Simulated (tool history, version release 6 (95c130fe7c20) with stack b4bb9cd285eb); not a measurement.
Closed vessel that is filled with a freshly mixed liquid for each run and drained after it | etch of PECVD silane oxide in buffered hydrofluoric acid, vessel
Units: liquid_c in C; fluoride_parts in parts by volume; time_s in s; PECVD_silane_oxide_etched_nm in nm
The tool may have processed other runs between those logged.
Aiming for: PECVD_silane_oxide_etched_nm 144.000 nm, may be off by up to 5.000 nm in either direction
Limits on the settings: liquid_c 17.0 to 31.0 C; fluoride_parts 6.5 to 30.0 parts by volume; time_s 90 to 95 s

| run | hour | liquid_c | fluoride_parts | time_s | PECVD_silane_oxide_etched_nm |
|---|---|---|---|---|---|
| 1 | 0.0 | 23.0 | 19.5 | 90 | 95.362 |
| 2 | 4.7 | 24.5 | 19.5 | 90 | 102.470 |
| 3 | 13.5 | 24.5 | 19.5 | 90 | 104.700 |
| 4 | 19.4 | 24.5 | 19.5 | 95 | 110.960 |
| 5 | 25.2 | 25.5 | 19.5 | 95 | 114.790 |
| 6 | 28.2 | 28.0 | 19.5 | 95 | 130.900 |
| 7 | 32.3 | 28.5 | 19.5 | 95 | 135.410 |
| 8 | 34.1 | 29.0 | 19.5 | 95 | 137.400 |

Exercise: of the 4 proposed moves below, exactly one satisfies all targets within the stated allowed misses. Which move is it?
| A | 35.9 | 29.0 | 19.0 | 95 | ? |
| B | 35.9 | 28.0 | 19.5 | 95 | ? |
| C | 35.9 | 29.5 | 21.5 | 90 | ? |
| D | 35.9 | 28.0 | 18.0 | 90 | ? |

| move | PECVD_silane_oxide_etched_nm |
|---|---|
| A | 143.490 |
| B | 132.620 |
| C | 126.320 |
| D | 135.940 |
A: in spec on every target
B: further off than the last run
C: further off than the last run
D: further off than the last run
Go with A: it meets all targets.
